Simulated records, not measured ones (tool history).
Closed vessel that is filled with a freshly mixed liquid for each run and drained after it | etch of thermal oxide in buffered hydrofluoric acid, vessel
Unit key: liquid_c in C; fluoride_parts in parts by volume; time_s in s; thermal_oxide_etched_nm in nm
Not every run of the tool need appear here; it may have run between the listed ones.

{"run": 1, "hour": 0.0, "liquid_c": 21, "fluoride_parts": 15.5, "time_s": 90, "thermal_oxide_etched_nm": 58.143}
{"run": 2, "hour": 6.4, "liquid_c": 23, "fluoride_parts": 15, "time_s": 90, "thermal_oxide_etched_nm": 67.328}
{"run": 3, "hour": 12.9, "liquid_c": 24.5, "fluoride_parts": 14.5, "time_s": 90, "thermal_oxide_etched_nm": 73.696}
{"run": 4, "hour": 21.3, "liquid_c": 24.5, "fluoride_parts": 14.5, "time_s": 95, "thermal_oxide_etched_nm": 78.916}
{"run": 5, "hour": 24.1, "liquid_c": 25.5, "fluoride_parts": 14.5, "time_s": 95, "thermal_oxide_etched_nm": 82.887}
{"run": 6, "hour": 28.3, "liquid_c": 26.5, "fluoride_parts": 14.5, "time_s": 95, "thermal_oxide_etched_nm": 88.168}
{"run": 7, "hour": 36.3, "liquid_c": 27, "fluoride_parts": 14.5, "time_s": 95, "thermal_oxide_etched_nm": 91.634}
{"run": 8, "hour": 40.0, "liquid_c": 27.5, "fluoride_parts": 14.5, "time_s": 95, "thermal_oxide_etched_nm": 93.355}
{"run": 9, "hour": 48.7, "liquid_c": 28, "fluoride_parts": 14.5, "time_s": 95, "thermal_oxide_etched_nm": 94.897}

Predict the results of run 10:
{"run": 10, "hour": 51.4, "liquid_c": 28.5, "fluoride_parts": 14.5, "time_s": 95, "thermal_oxide_etched_nm": "?"}

{"run 10": {"thermal_oxide_etched_nm": 96.965}}
